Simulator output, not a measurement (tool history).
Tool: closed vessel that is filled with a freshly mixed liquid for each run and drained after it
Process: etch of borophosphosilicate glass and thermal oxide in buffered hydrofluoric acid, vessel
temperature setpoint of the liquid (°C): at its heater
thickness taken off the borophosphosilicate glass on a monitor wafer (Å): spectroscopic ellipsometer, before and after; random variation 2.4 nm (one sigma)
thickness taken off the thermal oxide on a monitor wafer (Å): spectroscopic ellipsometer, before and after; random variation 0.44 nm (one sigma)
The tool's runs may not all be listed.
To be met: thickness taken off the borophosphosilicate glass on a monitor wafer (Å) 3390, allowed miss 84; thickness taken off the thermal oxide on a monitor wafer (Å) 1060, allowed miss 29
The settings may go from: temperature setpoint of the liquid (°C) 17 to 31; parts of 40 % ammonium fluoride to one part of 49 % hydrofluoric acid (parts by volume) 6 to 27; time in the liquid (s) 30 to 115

| run | hour | temperature setpoint of the liquid (°C) | parts of 40 % ammonium fluoride to one part of 49 % hydrofluoric acid (parts by volume) | time in the liquid (s) | thickness taken off the borophosphosilicate glass on a monitor wafer (Å) | thickness taken off the thermal oxide on a monitor wafer (Å) |
|---|---|---|---|---|---|---|
| 1 | 0 | 23 | 16.5 | 60 | 1285 | 404.76 |
| 2 | 4.2 | 23 | 16.5 | 45 | 962.63 | 302.46 |
| 3 | 5.8 | 24 | 15.5 | 45 | 1083.8 | 339.98 |
| 4 | 15 | 25 | 14.5 | 45 | 1235.1 | 388.26 |
| 5 | 16.6 | 25 | 10.5 | 45 | 1680.7 | 528.6 |
| 6 | 22.1 | 25.5 | 10 | 45 | 1821 | 568.88 |
| 7 | 26.8 | 26 | 9.5 | 45 | 1914.9 | 604.84 |
| 8 | 29.2 | 26.5 | 9 | 45 | 2050.3 | 634.05 |
| 9 | 37.1 | 27 | 8.5 | 45 | 2236.8 | 694.61 |
| 10 | 41.9 | 27.5 | 8 | 45 | 2480 | 768.61 |
| 11 | 46.5 | 28 | 8 | 45 | 2537.4 | 789.32 |
| 12 | 54.9 | 28.5 | 8 | 45 | 2573.8 | 807.02 |
| 13 | 63.9 | 29 | 8 | 45 | 2674.9 | 828.87 |
| 14 | 70.3 | 30 | 7 | 45 | 3243.2 | 1009.5 |

Which of these 4 next moves meets every target?
| A | 76.7 | 29.5 | 6 | 45 | ? | ? |
| B | 76.7 | 30 | 7.5 | 55 | ? | ? |
| C | 76.7 | 30.5 | 6 | 40 | ? | ? |
| D | 76.7 | 27.5 | 6 | 50 | ? | ? |

| move | thickness taken off the borophosphosilicate glass on a monitor wafer (Å) | thickness taken off the thermal oxide on a monitor wafer (Å) |
|---|---|---|
| A | 3571.6 | 1125.3 |
| B | 3627.8 | 1147.1 |
| C | 3343.2 | 1054 |
| D | 3575.4 | 1125 |
A: takes the result that was furthest off past its target
B: takes the result that was furthest off past its target
C: meets every target
D: takes the result that was furthest off past its target
Answer: C

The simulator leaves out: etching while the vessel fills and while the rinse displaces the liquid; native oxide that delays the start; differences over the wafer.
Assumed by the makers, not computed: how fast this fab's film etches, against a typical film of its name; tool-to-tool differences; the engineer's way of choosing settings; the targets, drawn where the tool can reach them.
